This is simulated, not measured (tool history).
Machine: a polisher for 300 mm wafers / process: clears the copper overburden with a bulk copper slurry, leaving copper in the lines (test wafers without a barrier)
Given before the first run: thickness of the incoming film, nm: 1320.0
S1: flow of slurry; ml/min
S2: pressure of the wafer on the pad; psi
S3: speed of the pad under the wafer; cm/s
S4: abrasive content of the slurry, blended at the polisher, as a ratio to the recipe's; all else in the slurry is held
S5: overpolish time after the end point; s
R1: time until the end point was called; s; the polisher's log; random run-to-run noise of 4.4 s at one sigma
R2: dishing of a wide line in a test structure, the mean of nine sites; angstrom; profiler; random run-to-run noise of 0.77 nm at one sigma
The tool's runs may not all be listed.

run	hour	S1	S2	S3	S4	S5	R1	R2
1	0	145	2.6	102	1	28	157.31	969.18
2	2.9	145	2.6	102	0.9	28	155.33	972.51
3	7.1	145	2.6	102	0.9	37	160.35	1076.6
4	9.7	145	2.6	102	0.9	46	154.61	1117.6
5	12.4	145	2.5	104	0.9	42	156.63	1119.7
6	13.2	155	2.5	104	0.9	42	158.37	1105.4
7	14.4	150	2.4	104	0.95	38	166.21	1056.8
8	18.6	145	2.4	100	0.9	35	173.5	1001.6
9	19.5	140	2.3	100	0.95	32	177.49	947.17

For run 10, what comes out?
10	22.8	140	1.6	106	0.9	18	?	?

{"run 10": {"R1": 230.2, "R2": 569.2}}
